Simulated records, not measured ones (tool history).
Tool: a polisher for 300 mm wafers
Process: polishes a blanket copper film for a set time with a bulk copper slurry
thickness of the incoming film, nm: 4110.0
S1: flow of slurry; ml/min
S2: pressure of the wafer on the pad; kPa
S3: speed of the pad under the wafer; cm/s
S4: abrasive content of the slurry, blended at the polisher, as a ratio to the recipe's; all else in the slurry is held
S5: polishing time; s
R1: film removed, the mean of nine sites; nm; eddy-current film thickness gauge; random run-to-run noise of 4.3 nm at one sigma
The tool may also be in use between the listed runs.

run  hour   S1    S2  S3   S4   S5      R1
  1   0.0  275  20.7  98  1.0  112  912.69
  2   7.0  275  16.5  98  1.0  112  751.45
  3  15.9  275  14.5  94  1.0  112  632.47
  4  20.7  275  14.5  94  1.0  112  637.04
  5  28.9  275  13.1  92  1.0  112  572.21
  6  35.4  275  13.1  92  1.1  112  568.27
  7  43.1  275  12.4  90  1.1  112  539.89
  8  44.8  275  11.7  90  1.1  112  507.78

What does the tool deliver on the next run?
  9  46.8  275  11.0  90  1.1  112   ?

{"run 9": {"R1": 476.62}}
